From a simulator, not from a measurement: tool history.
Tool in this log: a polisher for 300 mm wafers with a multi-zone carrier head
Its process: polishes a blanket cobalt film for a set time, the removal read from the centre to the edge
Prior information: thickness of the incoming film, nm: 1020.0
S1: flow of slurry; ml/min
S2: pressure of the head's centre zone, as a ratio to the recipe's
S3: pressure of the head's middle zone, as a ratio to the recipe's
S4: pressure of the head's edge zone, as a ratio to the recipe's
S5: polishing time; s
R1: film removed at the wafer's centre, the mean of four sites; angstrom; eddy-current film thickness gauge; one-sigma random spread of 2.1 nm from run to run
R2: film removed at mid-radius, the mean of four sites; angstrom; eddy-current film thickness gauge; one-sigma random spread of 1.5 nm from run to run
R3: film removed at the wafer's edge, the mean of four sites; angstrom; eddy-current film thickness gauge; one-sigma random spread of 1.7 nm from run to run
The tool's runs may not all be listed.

run 1 day=0.000 | S1=180 S2=1.00 S3=1.00 S4=1.00 S5=45 | R1=1860.6 R2=1781.2 R3=1881.6
run 2 day=0.221 | S1=175 S2=0.99 S3=1.01 S4=0.98 S5=44 | R1=1800.4 R2=1809.2 R3=1817.5
run 3 day=0.408 | S1=175 S2=0.99 S3=1.01 S4=0.98 S5=53 | R1=2158.4 R2=2150.0 R3=2183.1
run 4 day=0.708 | S1=160 S2=0.99 S3=1.01 S4=0.98 S5=53 | R1=2189.8 R2=2096.9 R3=2213.1
run 5 day=0.729 | S1=160 S2=0.99 S3=1.01 S4=0.91 S5=53 | R1=2162.9 R2=2134.5 R3=2111.0
run 6 day=0.983 | S1=165 S2=0.98 S3=1.00 S4=0.90 S5=50 | R1=2005.5 R2=1991.4 R3=2038.3
run 7 day=1.012 | S1=165 S2=0.98 S3=1.01 S4=0.90 S5=47 | R1=1890.1 R2=1877.9 R3=1903.1
run 8 day=1.379 | S1=170 S2=0.98 S3=1.02 S4=0.90 S5=45 | R1=1746.2 R2=1825.2 R3=1828.2
run 9 day=1.588 | S1=170 S2=0.99 S3=1.03 S4=0.89 S5=43 | R1=1771.6 R2=1748.7 R3=1727.4
run 10 day=1.775 | S1=170 S2=0.99 S3=1.03 S4=0.89 S5=43 | R1=1730.4 R2=1755.6 R3=1712.5

Run 11 is up next; what results do you expect?
run 11 day=1.846 | S1=145 S2=0.92 S3=1.03 S4=0.82 S5=37 | R1=? R2=? R3=?

R1: 1355.7 angstrom
R2: 1445.1 angstrom
R3: 1412.9 angstrom

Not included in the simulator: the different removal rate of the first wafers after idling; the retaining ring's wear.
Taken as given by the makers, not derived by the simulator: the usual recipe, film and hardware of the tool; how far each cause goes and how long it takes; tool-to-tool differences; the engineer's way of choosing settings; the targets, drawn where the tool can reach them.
